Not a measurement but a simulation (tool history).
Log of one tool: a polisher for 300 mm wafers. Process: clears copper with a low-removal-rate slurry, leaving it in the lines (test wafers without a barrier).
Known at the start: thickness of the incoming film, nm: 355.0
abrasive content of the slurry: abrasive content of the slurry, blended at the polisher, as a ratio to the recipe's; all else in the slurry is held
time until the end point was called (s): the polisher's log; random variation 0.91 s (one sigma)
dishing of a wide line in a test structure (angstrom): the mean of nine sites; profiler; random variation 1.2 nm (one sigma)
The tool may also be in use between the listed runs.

| run | hour | flow of slurry (ml/min) | pressure of the wafer on the pad (psi) | speed of the pad under the wafer (m/s) | abrasive content of the slurry | overpolish time after the end point (s) | time until the end point was called (s) | dishing of a wide line in a test structure (angstrom) |
|---|---|---|---|---|---|---|---|---|
| 1 | 0 | 265 | 4 | 1.1 | 1 | 12 | 67.274 | 438.58 |
| 2 | 4.1 | 265 | 4.4 | 1.1 | 1 | 12 | 61.813 | 478.28 |
| 3 | 5.2 | 265 | 4.4 | 1.1 | 1 | 9 | 62.2 | 370.94 |
| 4 | 13 | 265 | 4.4 | 0.84 | 1 | 9 | 79.775 | 295.52 |
| 5 | 17.6 | 265 | 4.5 | 0.92 | 1 | 11 | 72.236 | 385.16 |
| 6 | 21.1 | 265 | 3.7 | 0.92 | 1 | 11 | 89.003 | 323.68 |

Forecast run 7:
| 7 | 23.3 | 270 | 4.8 | 1.16 | 1.05 | 17 | ? | ? |

{"run 7": {"time until the end point was called (s)": 53.165, "dishing of a wide line in a test structure (angstrom)": 720.68}}
